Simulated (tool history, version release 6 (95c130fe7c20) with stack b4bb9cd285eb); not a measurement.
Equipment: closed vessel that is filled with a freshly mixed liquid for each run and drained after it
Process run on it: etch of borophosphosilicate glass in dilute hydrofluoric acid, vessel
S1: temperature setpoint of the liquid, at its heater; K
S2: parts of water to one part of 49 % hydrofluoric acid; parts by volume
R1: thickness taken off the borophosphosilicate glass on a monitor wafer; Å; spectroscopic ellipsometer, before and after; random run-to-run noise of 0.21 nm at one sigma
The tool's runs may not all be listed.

{"run": 1, "day": 0.0, "S1": 297.15, "S2": 155, "time in the liquid (s)": 105, "R1": 346.95}
{"run": 2, "day": 0.217, "S1": 296.65, "S2": 155, "time in the liquid (s)": 105, "R1": 335.2}
{"run": 3, "day": 0.308, "S1": 296.65, "S2": 200, "time in the liquid (s)": 105, "R1": 248.42}
{"run": 4, "day": 0.5, "S1": 297.15, "S2": 200, "time in the liquid (s)": 105, "R1": 254.56}
{"run": 5, "day": 0.725, "S1": 297.65, "S2": 200, "time in the liquid (s)": 105, "R1": 259.15}
{"run": 6, "day": 1.012, "S1": 298.15, "S2": 200, "time in the liquid (s)": 105, "R1": 265.79}
{"run": 7, "day": 1.304, "S1": 298.65, "S2": 200, "time in the liquid (s)": 105, "R1": 269.1}
{"run": 8, "day": 1.467, "S1": 299.15, "S2": 200, "time in the liquid (s)": 105, "R1": 274.81}
{"run": 9, "day": 1.525, "S1": 299.65, "S2": 200, "time in the liquid (s)": 105, "R1": 280.04}

Run 10 is up next; what results do you expect?
{"run": 10, "day": 1.604, "S1": 300.15, "S2": 200, "time in the liquid (s)": 105, "R1": "?"}

{"run 10": {"R1": 283.39}}
